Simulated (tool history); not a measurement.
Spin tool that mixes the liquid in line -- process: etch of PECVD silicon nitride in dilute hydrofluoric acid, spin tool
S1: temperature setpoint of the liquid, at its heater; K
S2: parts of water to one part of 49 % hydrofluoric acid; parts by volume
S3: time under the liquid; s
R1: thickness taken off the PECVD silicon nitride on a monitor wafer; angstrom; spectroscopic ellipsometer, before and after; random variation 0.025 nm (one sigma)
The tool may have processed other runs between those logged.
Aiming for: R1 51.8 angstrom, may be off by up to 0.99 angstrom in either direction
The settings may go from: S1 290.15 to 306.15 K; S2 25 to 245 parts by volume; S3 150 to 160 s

run 1 day=0 | S1=298.15 S2=135 S3=150 | R1=68.995
run 2 day=0.096 | S1=297.15 S2=135 S3=150 | R1=64.246
run 3 day=0.433 | S1=297.15 S2=135 S3=160 | R1=68.216
run 4 day=0.55 | S1=296.65 S2=135 S3=160 | R1=66.603
run 5 day=0.746 | S1=295.15 S2=135 S3=160 | R1=60.104
run 6 day=0.808 | S1=295.15 S2=135 S3=160 | R1=59.764
run 7 day=0.921 | S1=294.65 S2=135 S3=160 | R1=58.604
run 8 day=1.117 | S1=294.15 S2=135 S3=160 | R1=55.842
run 9 day=1.171 | S1=293.65 S2=135 S3=160 | R1=54.351

Which one of the following 5 next-run settings gets every result inside its allowed miss? There is exactly one.
run A day=1.225 | S1=291.65 S2=115 S3=150 | R1=?
run B day=1.225 | S1=290.65 S2=100 S3=160 | R1=?
run C day=1.225 | S1=293.65 S2=145 S3=155 | R1=?
run D day=1.225 | S1=291.15 S2=120 S3=155 | R1=?
run E day=1.225 | S1=293.15 S2=135 S3=150 | R1=?

move=A R1=52.333
move=B R1=59.666
move=C R1=49.4
move=D R1=50.139
move=E R1=49.571
A: every result within its allowed miss
B: further off than the last run
C: moves the result that the last run missed by most past its target, out the other side
D: moves the result that the last run missed by most past its target, out the other side
E: moves the result that the last run missed by most past its target, out the other side
The right move is A.

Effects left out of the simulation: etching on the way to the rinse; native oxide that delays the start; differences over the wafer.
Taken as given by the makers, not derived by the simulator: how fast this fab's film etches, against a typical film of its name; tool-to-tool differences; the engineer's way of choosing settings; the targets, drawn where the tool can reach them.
